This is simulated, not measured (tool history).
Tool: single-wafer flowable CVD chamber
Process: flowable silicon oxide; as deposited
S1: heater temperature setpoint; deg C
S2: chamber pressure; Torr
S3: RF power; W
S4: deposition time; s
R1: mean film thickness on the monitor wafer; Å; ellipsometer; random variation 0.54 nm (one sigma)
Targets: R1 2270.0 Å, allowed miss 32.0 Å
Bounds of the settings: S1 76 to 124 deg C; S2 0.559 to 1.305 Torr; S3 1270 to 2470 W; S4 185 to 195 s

run	hour	S1	S2	S3	S4	R1
1	0.0	100	0.932	1870	195	1385.6
2	0.8	100	0.932	1870	195	1384.7
3	3.7	100	0.872	1870	195	1302.3
4	6.1	97	0.872	1870	195	1426.2
5	10.5	95	0.872	1870	195	1513.8
6	16.8	93	0.872	1870	195	1624.3
7	24.5	91	0.872	1870	195	1735.4
8	28.8	90	0.872	1870	195	1793.5

Which of these 5 next moves meets every target?
A	33.1	81	1.032	1475	187	?
B	33.1	87	0.953	2385	195	?
C	33.1	82	0.920	1770	195	?
D	33.1	89	1.023	1945	194	?
E	33.1	86	0.920	2055	195	?

move	R1
A	2354.0
B	2246.4
C	2326.7
D	2162.8
E	2168.3
A: takes the result that was furthest off past its target
B: meets every target
C: takes the result that was furthest off past its target
D: nearer than the last run, and not there yet
E: nearer than the last run, and not there yet
Answer: B
